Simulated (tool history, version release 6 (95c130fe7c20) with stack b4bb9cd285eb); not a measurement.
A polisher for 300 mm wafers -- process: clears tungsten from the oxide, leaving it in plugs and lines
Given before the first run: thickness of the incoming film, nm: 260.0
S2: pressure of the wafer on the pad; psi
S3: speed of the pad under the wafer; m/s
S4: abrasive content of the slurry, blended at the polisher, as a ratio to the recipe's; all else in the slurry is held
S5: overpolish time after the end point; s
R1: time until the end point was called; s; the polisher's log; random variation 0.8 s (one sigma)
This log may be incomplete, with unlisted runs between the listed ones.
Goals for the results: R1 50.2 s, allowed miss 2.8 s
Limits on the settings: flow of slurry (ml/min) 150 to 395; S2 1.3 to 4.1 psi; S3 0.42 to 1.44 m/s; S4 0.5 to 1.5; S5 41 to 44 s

{"run": 1, "hour": 0.0, "flow of slurry (ml/min)": 250, "S2": 2.7, "S3": 0.92, "S4": 1, "S5": 41, "R1": 94.539}
{"run": 2, "hour": 5.9, "flow of slurry (ml/min)": 250, "S2": 2.8, "S3": 0.94, "S4": 1, "S5": 41, "R1": 91.302}
{"run": 3, "hour": 13.9, "flow of slurry (ml/min)": 250, "S2": 2.9, "S3": 0.96, "S4": 1, "S5": 41, "R1": 86.334}
{"run": 4, "hour": 18.7, "flow of slurry (ml/min)": 250, "S2": 2.9, "S3": 0.84, "S4": 1, "S5": 41, "R1": 91.905}
{"run": 5, "hour": 25.8, "flow of slurry (ml/min)": 250, "S2": 3.4, "S3": 0.84, "S4": 1, "S5": 41, "R1": 80.391}
{"run": 6, "hour": 30.5, "flow of slurry (ml/min)": 250, "S2": 3.9, "S3": 0.84, "S4": 1, "S5": 41, "R1": 72.006}
{"run": 7, "hour": 31.2, "flow of slurry (ml/min)": 250, "S2": 3.9, "S3": 0.88, "S4": 1, "S5": 41, "R1": 69.916}
{"run": 8, "hour": 36.0, "flow of slurry (ml/min)": 250, "S2": 3.9, "S3": 0.92, "S4": 1, "S5": 41, "R1": 67.971}
{"run": 9, "hour": 37.9, "flow of slurry (ml/min)": 250, "S2": 3.9, "S3": 0.96, "S4": 1, "S5": 41, "R1": 64.541}
{"run": 10, "hour": 40.8, "flow of slurry (ml/min)": 255, "S2": 4.1, "S3": 1.14, "S4": 1.05, "S5": 41, "R1": 54.597}
{"run": 11, "hour": 47.8, "flow of slurry (ml/min)": 255, "S2": 4.1, "S3": 1.16, "S4": 1.05, "S5": 41, "R1": 56.038}
{"run": 12, "hour": 49.2, "flow of slurry (ml/min)": 255, "S2": 4.1, "S3": 1.18, "S4": 1.05, "S5": 41, "R1": 53.632}
{"hour": 50.0, "done": "slurry tank refilled with fresh slurry and peroxide"}
{"run": 13, "hour": 50.0, "flow of slurry (ml/min)": 255, "S2": 4.1, "S3": 1.2, "S4": 1.05, "S5": 41, "R1": 41.433}
{"run": 14, "hour": 53.1, "flow of slurry (ml/min)": 255, "S2": 4, "S3": 1.2, "S4": 1.05, "S5": 41, "R1": 42.618}
{"run": 15, "hour": 61.0, "flow of slurry (ml/min)": 255, "S2": 3.9, "S3": 1.2, "S4": 1.05, "S5": 41, "R1": 43.174}
{"run": 16, "hour": 65.0, "flow of slurry (ml/min)": 255, "S2": 3.7, "S3": 1.16, "S4": 1.05, "S5": 41, "R1": 46.169}

Which one of the following 4 next-run settings gets every result inside its allowed miss? There is exactly one.
{"run": "A", "hour": 69.0, "flow of slurry (ml/min)": 230, "S2": 3.2, "S3": 1.12, "S4": 1, "S5": 44, "R1": "?"}
{"run": "B", "hour": 69.0, "flow of slurry (ml/min)": 260, "S2": 3.2, "S3": 1.32, "S4": 1.25, "S5": 41, "R1": "?"}
{"run": "C", "hour": 69.0, "flow of slurry (ml/min)": 270, "S2": 3.5, "S3": 1.1, "S4": 1.15, "S5": 44, "R1": "?"}
{"run": "D", "hour": 69.0, "flow of slurry (ml/min)": 325, "S2": 4.1, "S3": 1.12, "S4": 1, "S5": 42, "R1": "?"}

move=A R1=55.984
move=B R1=45.775
move=C R1=49.464
move=D R1=43.701
A: pushes the last run's worst result past its target
B: lands further from the targets than the last run did
C: every result within its allowed miss
D: lands further from the targets than the last run did
The move that meets every target is C.

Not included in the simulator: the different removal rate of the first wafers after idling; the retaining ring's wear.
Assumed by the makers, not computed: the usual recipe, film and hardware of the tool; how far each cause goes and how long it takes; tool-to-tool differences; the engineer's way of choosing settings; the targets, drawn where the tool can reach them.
